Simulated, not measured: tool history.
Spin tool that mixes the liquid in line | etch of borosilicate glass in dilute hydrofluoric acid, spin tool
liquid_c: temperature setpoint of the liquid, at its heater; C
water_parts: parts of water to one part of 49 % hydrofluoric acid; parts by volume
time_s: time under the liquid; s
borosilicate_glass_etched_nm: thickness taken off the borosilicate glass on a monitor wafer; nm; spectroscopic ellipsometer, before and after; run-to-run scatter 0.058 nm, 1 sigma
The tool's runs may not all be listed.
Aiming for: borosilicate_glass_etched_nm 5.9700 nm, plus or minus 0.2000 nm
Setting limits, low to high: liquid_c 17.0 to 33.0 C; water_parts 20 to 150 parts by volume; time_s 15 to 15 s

Run 1, day 0.000: liquid_c 25.0 C, water_parts 85 parts by volume, time_s 15 s. Result: borosilicate_glass_etched_nm 3.1819 nm.
Run 2, day 0.050: liquid_c 25.0 C, water_parts 85 parts by volume, time_s 15 s. Result: borosilicate_glass_etched_nm 3.1811 nm.
Run 3, day 0.258: liquid_c 25.0 C, water_parts 105 parts by volume, time_s 15 s. Result: borosilicate_glass_etched_nm 2.5362 nm.
Run 4, day 0.538: liquid_c 26.0 C, water_parts 100 parts by volume, time_s 15 s. Result: borosilicate_glass_etched_nm 2.7667 nm.
Run 5, day 0.696: liquid_c 26.0 C, water_parts 125 parts by volume, time_s 15 s. Result: borosilicate_glass_etched_nm 2.1580 nm.
Run 6, day 1.058: liquid_c 27.0 C, water_parts 115 parts by volume, time_s 15 s. Result: borosilicate_glass_etched_nm 2.3989 nm.
Run 7, day 1.379: liquid_c 27.5 C, water_parts 105 parts by volume, time_s 15 s. Result: borosilicate_glass_etched_nm 2.7287 nm.
Run 8, day 1.442: liquid_c 28.0 C, water_parts 95 parts by volume, time_s 15 s. Result: borosilicate_glass_etched_nm 3.0787 nm.
Run 9, day 1.588: liquid_c 28.5 C, water_parts 90 parts by volume, time_s 15 s. Result: borosilicate_glass_etched_nm 3.4313 nm.
Run 10, day 1.633: liquid_c 29.0 C, water_parts 85 parts by volume, time_s 15 s. Result: borosilicate_glass_etched_nm 3.6590 nm.
Run 11, day 2.000: liquid_c 29.5 C, water_parts 80 parts by volume, time_s 15 s. Result: borosilicate_glass_etched_nm 3.9933 nm.
Run 12, day 2.304: liquid_c 30.0 C, water_parts 75 parts by volume, time_s 15 s. Result: borosilicate_glass_etched_nm 4.3929 nm.
Run 13, day 2.354: liquid_c 30.5 C, water_parts 75 parts by volume, time_s 15 s. Result: borosilicate_glass_etched_nm 4.4399 nm.
Run 14, day 2.604: liquid_c 31.0 C, water_parts 75 parts by volume, time_s 15 s. Result: borosilicate_glass_etched_nm 4.5846 nm.
Run 15, day 2.633: liquid_c 31.0 C, water_parts 75 parts by volume, time_s 15 s. Result: borosilicate_glass_etched_nm 4.5073 nm.
Run 16, day 2.975: liquid_c 33.0 C, water_parts 55 parts by volume, time_s 15 s. Result: borosilicate_glass_etched_nm 7.0062 nm.
Run 17, day 3.150: liquid_c 32.5 C, water_parts 55 parts by volume, time_s 15 s. Result: borosilicate_glass_etched_nm 6.8075 nm.

Next run, 4 choices. One meets every target within its allowed miss, the rest don't. Which?
Run A, day 3.325: liquid_c 33.0 C, water_parts 55 parts by volume, time_s 15 s. Result: borosilicate_glass_etched_nm ?.
Run B, day 3.325: liquid_c 32.0 C, water_parts 45 parts by volume, time_s 15 s. Result: borosilicate_glass_etched_nm ?.
Run C, day 3.325: liquid_c 29.0 C, water_parts 55 parts by volume, time_s 15 s. Result: borosilicate_glass_etched_nm ?.
Run D, day 3.325: liquid_c 32.5 C, water_parts 65 parts by volume, time_s 15 s. Result: borosilicate_glass_etched_nm ?.

move  borosilicate_glass_etched_nm
   A                        6.9784
   B                        8.3425
   C                        5.9767
   D                        5.7009
A: its largest miss is bigger than the last run's
B: its largest miss is bigger than the last run's
C: all results land within tolerance of their targets
D: takes the result that was furthest off past its target
Go with C: it meets all targets.

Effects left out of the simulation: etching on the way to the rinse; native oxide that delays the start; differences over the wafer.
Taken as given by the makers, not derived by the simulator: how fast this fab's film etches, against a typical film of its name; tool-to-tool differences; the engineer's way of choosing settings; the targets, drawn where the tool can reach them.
